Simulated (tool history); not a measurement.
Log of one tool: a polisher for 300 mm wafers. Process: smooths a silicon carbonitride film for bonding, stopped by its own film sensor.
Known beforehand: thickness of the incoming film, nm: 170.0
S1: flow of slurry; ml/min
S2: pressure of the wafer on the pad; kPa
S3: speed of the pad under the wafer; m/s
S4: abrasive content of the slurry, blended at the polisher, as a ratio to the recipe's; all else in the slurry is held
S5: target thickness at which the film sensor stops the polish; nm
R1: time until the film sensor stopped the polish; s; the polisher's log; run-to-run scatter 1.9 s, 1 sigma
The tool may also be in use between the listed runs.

{"run": 1, "day": 0.0, "S1": 170, "S2": 17.9, "S3": 0.8, "S4": 1, "S5": 156, "R1": 65.572}
{"run": 2, "day": 0.038, "S1": 170, "S2": 17.9, "S3": 0.7, "S4": 1, "S5": 156, "R1": 73.674}
{"run": 3, "day": 0.129, "S1": 170, "S2": 16.5, "S3": 0.7, "S4": 1, "S5": 156, "R1": 80.496}
{"run": 4, "day": 0.283, "S1": 170, "S2": 16.5, "S3": 0.7, "S4": 1, "S5": 157, "R1": 74.469}
{"run": 5, "day": 0.567, "S1": 170, "S2": 15.9, "S3": 0.7, "S4": 1, "S5": 157, "R1": 75.759}
{"run": 6, "day": 0.696, "S1": 170, "S2": 15.2, "S3": 0.7, "S4": 1, "S5": 157, "R1": 80.624}
{"run": 7, "day": 0.975, "S1": 170, "S2": 14.5, "S3": 0.7, "S4": 1, "S5": 157, "R1": 83.835}

What will run 8 give?
{"run": 8, "day": 1.321, "S1": 170, "S2": 13.8, "S3": 0.7, "S4": 1, "S5": 157, "R1": "?"}

Run 8 produced R1 85.877 s.
